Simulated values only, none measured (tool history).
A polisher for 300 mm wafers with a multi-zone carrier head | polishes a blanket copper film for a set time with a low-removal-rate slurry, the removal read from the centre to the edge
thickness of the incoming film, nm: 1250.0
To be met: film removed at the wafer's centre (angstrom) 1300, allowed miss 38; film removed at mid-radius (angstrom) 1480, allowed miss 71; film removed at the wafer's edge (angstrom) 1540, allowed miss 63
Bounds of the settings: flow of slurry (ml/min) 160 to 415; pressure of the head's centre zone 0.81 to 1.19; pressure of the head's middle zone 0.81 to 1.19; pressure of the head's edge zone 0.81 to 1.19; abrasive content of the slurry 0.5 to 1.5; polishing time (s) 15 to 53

run	day	flow of slurry (ml/min)	pressure of the head's centre zone	pressure of the head's middle zone	pressure of the head's edge zone	abrasive content of the slurry	polishing time (s)	film removed at the wafer's centre (angstrom)	film removed at mid-radius (angstrom)	film removed at the wafer's edge (angstrom)
1	0	265	1	1	1	1	34	1296.8	1254.6	1271.5
2	0.175	265	0.96	1	1	1	34	1250.6	1223.8	1243.4
3	0.492	255	0.94	1.02	1.04	1.1	34	1256.4	1291.7	1304.4
4	0.588	255	0.93	1.03	1.07	1.15	34	1226.3	1313.8	1354.8
5	0.733	260	0.94	1.04	1.09	1.2	34	1272.5	1381.6	1375.1
6	0.962	260	0.94	1.04	1.09	1	34	1221.5	1293.3	1281.7
7	1.142	260	0.94	1.04	1.1	1.1	34	1232	1327.7	1357.5
8	1.242	265	0.94	1.05	1.12	1.15	34	1259	1356	1401.2
9	1.479	275	0.94	1.06	1.13	1.15	34	1241.3	1373.8	1361
10	1.658	270	0.94	1.06	1.14	1.2	34	1281	1362.6	1402.6
11	1.904	270	0.94	1.06	1.14	1.2	34	1274.1	1392.3	1401.3
12	2.117	265	0.93	1.06	1.15	1.25	34	1281.6	1374.4	1414.1
13	2.3	265	0.92	1.06	1.16	1.3	34	1269.6	1387.6	1421.8
14	2.608	260	0.91	1.06	1.16	1.35	34	1275.7	1395.8	1463.3
15	2.638	260	0.91	1.07	1.16	1.4	34	1272.4	1394.3	1462.9
16	2.954	260	0.91	1.08	1.16	1.4	34	1287.1	1442.1	1438.1
17	3.088	260	0.91	1.08	1.16	1.4	34	1281	1447.8	1471.2
18	3.204	260	0.91	1.08	1.16	1.4	34	1269.2	1471.9	1476.5

Which of these 4 next moves meets every target?
A	3.321	160	0.96	1.18	1.13	1.05	36	?	?	?
B	3.321	255	0.9	1.1	1.15	1.4	33	?	?	?
C	3.321	200	0.9	1.07	1.18	1.3	37	?	?	?
D	3.321	185	0.84	0.96	1.12	1.3	37	?	?	?

move	film removed at the wafer's centre (angstrom)	film removed at mid-radius (angstrom)	film removed at the wafer's edge (angstrom)
A	1270.6	1424.5	1357.6
B	1236.6	1397.8	1401.4
C	1326.5	1473	1536.7
D	1226	1352	1489.3
A: further off than the last run
B: further off than the last run
C: meets every target
D: brings the result that was furthest off to its target, and leaves another outside
Answer: C
